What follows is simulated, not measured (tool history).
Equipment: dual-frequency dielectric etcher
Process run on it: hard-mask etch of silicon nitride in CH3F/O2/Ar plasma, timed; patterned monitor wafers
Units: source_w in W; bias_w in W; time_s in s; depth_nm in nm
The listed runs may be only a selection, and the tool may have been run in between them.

run	hour	source_w	bias_w	time_s	depth_nm
1	0.0	410	91	226	179.74
2	7.6	410	91	226	179.56
3	9.1	420	91	226	181.89
4	11.7	430	91	226	182.97
5	16.8	440	91	226	184.84
6	17.4	450	91	226	187.39
7	26.0	460	91	226	187.57

Predict the results of run 8:
8	29.1	530	94	226	?

{"run 8": {"depth_nm": 202.17}}
